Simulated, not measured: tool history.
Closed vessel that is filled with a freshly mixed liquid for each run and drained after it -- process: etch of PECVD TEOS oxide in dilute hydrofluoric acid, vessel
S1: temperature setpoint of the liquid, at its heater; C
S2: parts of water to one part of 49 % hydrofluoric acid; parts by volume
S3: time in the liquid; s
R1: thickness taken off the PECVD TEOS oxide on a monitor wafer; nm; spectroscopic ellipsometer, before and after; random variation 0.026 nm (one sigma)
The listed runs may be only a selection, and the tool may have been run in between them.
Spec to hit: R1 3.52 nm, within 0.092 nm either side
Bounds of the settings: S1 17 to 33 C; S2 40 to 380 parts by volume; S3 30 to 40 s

| run | day | S1 | S2 | S3 | R1 |
|---|---|---|---|---|---|
| 1 | 0 | 25 | 210 | 40 | 5.7879 |
| 2 | 0.183 | 25 | 210 | 40 | 5.8259 |
| 3 | 0.383 | 23.5 | 220 | 40 | 5.2114 |
| 4 | 0.742 | 21 | 220 | 40 | 4.7301 |
| 5 | 0.95 | 20.5 | 225 | 40 | 4.4655 |
| 6 | 1.062 | 20 | 230 | 40 | 4.3101 |
| 7 | 1.246 | 19.5 | 235 | 40 | 4.1337 |
| 8 | 1.362 | 19 | 240 | 40 | 3.9554 |
|  | 1.717 | hydrofluoric acid flow meter replaced |
| 9 | 1.717 | 18.5 | 240 | 40 | 3.3939 |

Which of these 5 next moves meets every target?
| A | 2.071 | 18.5 | 225 | 40 | ? |
| B | 2.071 | 18 | 180 | 30 | ? |
| C | 2.071 | 17 | 210 | 40 | ? |
| D | 2.071 | 17 | 165 | 30 | ? |
| E | 2.071 | 20 | 235 | 40 | ? |

| move | R1 |
|---|---|
| A | 3.68 |
| B | 3.5291 |
| C | 3.7691 |
| D | 3.7513 |
| E | 3.6968 |
A: the result that was furthest off in the last run now lies on the other side of its target
B: all results land within tolerance of their targets
C: the result that was furthest off in the last run now lies on the other side of its target
D: the result that was furthest off in the last run now lies on the other side of its target
E: the result that was furthest off in the last run now lies on the other side of its target
Move B is the one to make.

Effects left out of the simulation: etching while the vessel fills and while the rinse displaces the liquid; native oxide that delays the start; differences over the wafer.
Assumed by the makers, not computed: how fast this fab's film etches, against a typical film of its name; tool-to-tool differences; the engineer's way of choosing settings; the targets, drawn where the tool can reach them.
